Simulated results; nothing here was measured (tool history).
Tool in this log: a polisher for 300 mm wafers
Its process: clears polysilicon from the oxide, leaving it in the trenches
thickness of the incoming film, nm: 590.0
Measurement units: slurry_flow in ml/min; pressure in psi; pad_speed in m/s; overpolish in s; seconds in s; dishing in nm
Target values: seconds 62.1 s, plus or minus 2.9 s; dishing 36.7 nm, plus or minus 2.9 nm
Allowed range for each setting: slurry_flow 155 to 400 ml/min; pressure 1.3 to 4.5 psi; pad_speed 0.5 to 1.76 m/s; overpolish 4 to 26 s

run  hour  slurry_flow  pressure  pad_speed  overpolish  seconds  dishing
  1     0          255       2.9       1.12          13   37.927   69.512
  2   6.3          255       2.9       1.12          18   39.184   72.989
  3     8          215       2.9       1.12          18   39.636   73.175
  4  11.2          215       2.9       1.12          13   40.026     66.3
  5  15.7          215       2.9       0.96          13   45.515   67.019
  6  20.8          215       2.9       0.72          13    61.45   58.037
  7  25.8          235         3       0.68          11   61.915   54.019
  8    30          305       3.4        0.5           5   71.371   29.901
  9  37.4          295       3.5        0.5           5   69.646   28.705
 10    46          285       3.5       0.52           6   67.203   33.126
 11    55          280       3.5       0.52           6   67.112   34.919
 12  57.8          275       3.6       0.52           6   65.017   36.442

Of the 5 settings listed for the next run, only one would bring every result within its allowed miss of target. Which one?
  A  60.6          235       2.9        0.7           6        ?        ?
  B  60.6          345       3.6       0.62           4        ?        ?
  C  60.6          400       2.8       0.78           4        ?        ?
  D  60.6          270       3.6       0.64           5        ?        ?
  E  60.6          260       3.3        0.7           4        ?        ?

move  seconds  dishing
   A   62.044   37.279
   B   54.887   30.225
   C   55.797   29.843
   D   54.174   36.058
   E   54.304   30.476
A: in spec on every target
B: carries the result that was furthest off beyond its target, to the other side
C: carries the result that was furthest off beyond its target, to the other side
D: carries the result that was furthest off beyond its target, to the other side
E: carries the result that was furthest off beyond its target, to the other side
Correct choice: A, which meets every target

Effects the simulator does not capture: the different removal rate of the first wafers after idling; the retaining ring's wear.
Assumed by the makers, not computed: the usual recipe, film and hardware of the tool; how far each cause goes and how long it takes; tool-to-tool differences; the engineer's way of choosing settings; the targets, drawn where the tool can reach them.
